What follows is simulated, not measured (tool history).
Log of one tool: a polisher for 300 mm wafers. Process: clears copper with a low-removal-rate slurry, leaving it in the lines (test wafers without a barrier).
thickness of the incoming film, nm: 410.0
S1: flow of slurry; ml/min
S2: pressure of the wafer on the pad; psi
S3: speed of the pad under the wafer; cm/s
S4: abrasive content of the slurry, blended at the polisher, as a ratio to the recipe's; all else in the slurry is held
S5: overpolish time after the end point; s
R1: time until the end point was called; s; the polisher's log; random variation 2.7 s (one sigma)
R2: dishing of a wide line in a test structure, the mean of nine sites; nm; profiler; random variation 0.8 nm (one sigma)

| run | hour | S1 | S2 | S3 | S4 | S5 | R1 | R2 |
|---|---|---|---|---|---|---|---|---|
| 1 | 0 | 125 | 3.7 | 82 | 1 | 29 | 116.04 | 57.857 |
| 2 | 2.1 | 125 | 4.4 | 82 | 1 | 29 | 95.982 | 68.504 |
| 3 | 11 | 125 | 4.4 | 72 | 1 | 29 | 111.06 | 63.865 |
| 4 | 11.7 | 125 | 3.8 | 72 | 1 | 29 | 129.48 | 57.272 |
| 5 | 20.4 | 125 | 3.8 | 72 | 0.9 | 29 | 126.35 | 52.752 |
| 6 | 20.9 | 125 | 3.6 | 72 | 0.85 | 28 | 138.96 | 51.929 |
| 7 | 28.2 | 125 | 3.5 | 72 | 0.85 | 25 | 148.2 | 44.862 |

Run 8 comes next. What will it give?
| 8 | 29.8 | 125 | 3.5 | 72 | 0.85 | 23 | ? | ? |

R1: 144.33 s
R2: 41.532 nm
